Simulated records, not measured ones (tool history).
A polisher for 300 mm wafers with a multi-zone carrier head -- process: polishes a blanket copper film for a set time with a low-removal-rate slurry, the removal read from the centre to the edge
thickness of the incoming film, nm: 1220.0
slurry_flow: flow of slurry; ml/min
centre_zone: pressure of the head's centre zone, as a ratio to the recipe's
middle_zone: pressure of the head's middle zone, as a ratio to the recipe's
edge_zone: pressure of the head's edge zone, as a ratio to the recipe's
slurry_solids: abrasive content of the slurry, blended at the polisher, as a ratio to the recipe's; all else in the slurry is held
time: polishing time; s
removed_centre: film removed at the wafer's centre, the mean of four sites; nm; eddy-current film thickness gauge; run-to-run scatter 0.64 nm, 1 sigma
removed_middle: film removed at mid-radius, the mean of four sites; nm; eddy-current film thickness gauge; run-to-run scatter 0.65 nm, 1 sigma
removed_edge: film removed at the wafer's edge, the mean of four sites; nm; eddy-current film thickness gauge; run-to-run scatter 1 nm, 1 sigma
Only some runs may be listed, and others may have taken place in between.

run  hour  slurry_flow  centre_zone  middle_zone  edge_zone  slurry_solids  time  removed_centre  removed_middle  removed_edge
  1   0.0          205         1.00         1.00       1.00           1.00    32          97.705         100.600       100.510
  2   1.5          205         1.06         1.00       1.00           1.00    32         106.060         100.490       104.310
  3   9.8          205         1.06         1.00       1.00           1.00    29          95.031          90.117        88.676
  4  13.4          205         1.06         1.00       1.06           1.00    29          94.510          90.862        95.073
  5  20.5          200         1.02         0.97       1.07           0.90    28          87.240          83.719        89.174
  6  27.1          220         1.02         0.97       1.07           0.90    28          87.999          83.489        91.095
  7  29.0          215         0.99         0.96       1.09           0.85    27          82.334          78.168        85.356
  8  30.3          215         0.99         0.96       1.09           0.85    27          81.167          77.942        85.856
  9  31.7          210         0.96         0.96       1.11           0.80    26          76.004          75.421        83.009
 10  39.9          205         0.94         0.95       1.12           0.75    25          68.208          71.556        79.723
 11  40.5          205         0.93         0.94       1.11           0.70    25          66.924          69.643        79.367
 12  41.9          205         0.92         0.94       1.10           0.65    24          63.964          64.559        75.641
 13  45.6          200         0.91         0.95       1.09           0.65    24          61.837          65.158        73.750

Run 14 comes next. What will it give?
 14  48.1          195         0.90         0.94       1.08           0.65    24               ?               ?             ?

Run 14 measured removed_centre 61.024 nm, removed_middle 66.337 nm, removed_edge 72.545 nm.
